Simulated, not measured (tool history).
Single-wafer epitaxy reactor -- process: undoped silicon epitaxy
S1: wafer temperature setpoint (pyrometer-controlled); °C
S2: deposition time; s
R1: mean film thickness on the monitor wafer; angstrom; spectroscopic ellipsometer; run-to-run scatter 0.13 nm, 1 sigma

Run 1, hour 0: S1 625 °C, S2 360 s. Result: R1 344.64 angstrom.
Run 2, hour 2.7: S1 627 °C, S2 360 s. Result: R1 362.01 angstrom.
Run 3, hour 4.2: S1 627 °C, S2 331 s. Result: R1 330.99 angstrom.
Run 4, hour 9.9: S1 627 °C, S2 297 s. Result: R1 297.45 angstrom.
Run 5, hour 17.5: S1 627 °C, S2 348 s. Result: R1 349.68 angstrom.
Run 6, hour 25.3: S1 621 °C, S2 348 s. Result: R1 306.21 angstrom.
Run 7, hour 28.2: S1 625 °C, S2 349 s. Result: R1 334.31 angstrom.
Run 8, hour 29.1: S1 628 °C, S2 349 s. Result: R1 358.67 angstrom.

Estimate the outcome of run 9 from the log above:
Run 9, hour 30.3: S1 638 °C, S2 351 s. Result: R1 ?.

Run 9 gave R1 445.51 angstrom.

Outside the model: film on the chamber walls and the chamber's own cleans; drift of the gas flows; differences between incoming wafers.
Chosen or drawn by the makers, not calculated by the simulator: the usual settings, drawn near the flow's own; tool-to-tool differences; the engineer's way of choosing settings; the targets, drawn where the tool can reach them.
